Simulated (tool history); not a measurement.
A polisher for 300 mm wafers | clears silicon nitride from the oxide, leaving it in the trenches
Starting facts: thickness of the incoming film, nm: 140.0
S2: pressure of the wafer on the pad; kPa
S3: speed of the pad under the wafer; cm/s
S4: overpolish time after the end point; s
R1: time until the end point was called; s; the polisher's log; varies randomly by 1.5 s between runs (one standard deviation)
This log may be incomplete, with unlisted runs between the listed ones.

run 1 hour=0 | flow_of_slurry_(ml/min)=315 S2=22.1 S3=110 S4=13 | R1=120.02
run 2 hour=4.5 | flow_of_slurry_(ml/min)=315 S2=20 S3=110 S4=13 | R1=129.11
run 3 hour=7.4 | flow_of_slurry_(ml/min)=315 S2=20 S3=110 S4=13 | R1=129.11
run 4 hour=15.8 | flow_of_slurry_(ml/min)=315 S2=17.9 S3=110 S4=13 | R1=137.04
run 5 hour=16.9 | flow_of_slurry_(ml/min)=315 S2=17.9 S3=124 S4=13 | R1=125.9
run 6 hour=18.9 | flow_of_slurry_(ml/min)=315 S2=15.9 S3=124 S4=13 | R1=134.12
run 7 hour=25 | flow_of_slurry_(ml/min)=315 S2=14.5 S3=122 S4=13 | R1=142.86
run 8 hour=33.6 | flow_of_slurry_(ml/min)=315 S2=13.1 S3=122 S4=13 | R1=149
run 9 hour=35 | flow_of_slurry_(ml/min)=315 S2=12.4 S3=120 S4=13 | R1=157.76
run 10 hour=41.4 | flow_of_slurry_(ml/min)=315 S2=11.7 S3=120 S4=13 | R1=158.18

The next listed run, before its measurement:
run 11 hour=42.2 | flow_of_slurry_(ml/min)=315 S2=11 S3=120 S4=13 | R1=?

R1: 164.24 s
